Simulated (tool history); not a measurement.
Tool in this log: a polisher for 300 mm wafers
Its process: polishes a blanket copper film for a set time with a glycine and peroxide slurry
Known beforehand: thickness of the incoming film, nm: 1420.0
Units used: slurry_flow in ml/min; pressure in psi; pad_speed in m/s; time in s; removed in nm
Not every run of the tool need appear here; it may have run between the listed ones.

Run 1, hour 0.0: slurry_flow 190 ml/min, pressure 2.1 psi, pad_speed 0.94 m/s, time 44 s. Result: removed 209.34 nm.
Run 2, hour 3.6: slurry_flow 190 ml/min, pressure 2.1 psi, pad_speed 0.72 m/s, time 44 s. Result: removed 175.28 nm.
Run 3, hour 6.9: slurry_flow 190 ml/min, pressure 1.9 psi, pad_speed 0.72 m/s, time 44 s. Result: removed 166.01 nm.
Run 4, hour 13.3: slurry_flow 190 ml/min, pressure 2.3 psi, pad_speed 0.72 m/s, time 44 s. Result: removed 182.04 nm.
Run 5, hour 17.0: slurry_flow 220 ml/min, pressure 2.3 psi, pad_speed 0.72 m/s, time 44 s. Result: removed 186.67 nm.
Run 6, hour 21.8: slurry_flow 260 ml/min, pressure 2.3 psi, pad_speed 0.72 m/s, time 44 s. Result: removed 184.20 nm.
Run 7, hour 28.5: slurry_flow 260 ml/min, pressure 1.9 psi, pad_speed 0.70 m/s, time 44 s. Result: removed 168.61 nm.

What will run 8 give?
Run 8, hour 35.7: slurry_flow 260 ml/min, pressure 1.9 psi, pad_speed 0.70 m/s, time 44 s. Result: removed ?.

removed: 166.76 nm
